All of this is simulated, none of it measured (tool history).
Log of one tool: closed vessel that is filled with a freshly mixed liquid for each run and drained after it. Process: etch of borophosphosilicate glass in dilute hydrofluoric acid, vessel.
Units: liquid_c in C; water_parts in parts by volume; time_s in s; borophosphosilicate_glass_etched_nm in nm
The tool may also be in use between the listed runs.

| run | hour | liquid_c | water_parts | time_s | borophosphosilicate_glass_etched_nm |
|---|---|---|---|---|---|
| 1 | 0 | 20 | 250 | 310 | 43.418 |
| 2 | 8.3 | 23 | 250 | 310 | 48.848 |
| 3 | 16.8 | 25.5 | 250 | 310 | 52.964 |
| 4 | 23.8 | 25.5 | 250 | 310 | 53.115 |
| 5 | 28.9 | 24 | 270 | 310 | 45.462 |
| 6 | 35 | 24 | 270 | 335 | 49.302 |
| 7 | 36.5 | 23 | 285 | 335 | 44.798 |

Forecast run 8:
| 8 | 43.9 | 22 | 300 | 335 | ? |

Run 8 gave borophosphosilicate_glass_etched_nm 40.563 nm.

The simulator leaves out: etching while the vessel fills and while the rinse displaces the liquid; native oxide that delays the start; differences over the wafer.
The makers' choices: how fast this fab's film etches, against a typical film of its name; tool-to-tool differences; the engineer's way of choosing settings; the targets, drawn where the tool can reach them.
